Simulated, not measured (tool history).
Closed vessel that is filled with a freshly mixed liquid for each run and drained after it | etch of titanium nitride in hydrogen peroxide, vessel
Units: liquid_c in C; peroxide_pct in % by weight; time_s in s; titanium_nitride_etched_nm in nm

run,hour,liquid_c,peroxide_pct,time_s,titanium_nitride_etched_nm
1,0.0,47.0,23.0,445,13.771
2,9.5,46.5,23.0,445,13.045
3,12.6,46.5,18.5,445,12.347
4,18.3,51.5,18.5,445,17.996
5,22.6,56.5,18.5,445,25.406
6,30.0,61.0,18.5,445,34.588
7,39.5,59.0,18.5,445,30.445
8,45.1,57.0,18.5,445,26.805
9,53.8,55.5,18.5,445,24.159
10,58.1,54.0,18.5,445,21.413

Forecast run 11:
11,65.7,52.5,18.5,445,?

{"run 11": {"titanium_nitride_etched_nm": 19.419}}
